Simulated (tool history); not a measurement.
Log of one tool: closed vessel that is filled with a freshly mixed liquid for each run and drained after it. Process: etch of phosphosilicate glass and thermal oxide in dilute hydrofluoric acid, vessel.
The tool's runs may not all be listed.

run	day	temperature setpoint of the liquid (K)	parts of water to one part of 49 % hydrofluoric acid (parts by volume)	time in the liquid (s)	thickness taken off the phosphosilicate glass on a monitor wafer (angstrom)	thickness taken off the thermal oxide on a monitor wafer (angstrom)
1	0	296.15	150	60	533.14	15.179
2	0.1	296.15	150	45	402.29	11.656
3	0.179	292.65	150	45	348.64	10.36
4	0.279	292.65	150	65	503.51	15.01
5	0.525	292.65	150	85	663.67	19.661
6	0.817	292.65	150	95	738.81	21.543
7	0.967	292.15	155	95	695.74	20.531

The next listed run, before its measurement:
8	1.292	291.65	160	95	?	?

{"run 8": {"thickness taken off the phosphosilicate glass on a monitor wafer (angstrom)": 657.96, "thickness taken off the thermal oxide on a monitor wafer (angstrom)": 18.975}}
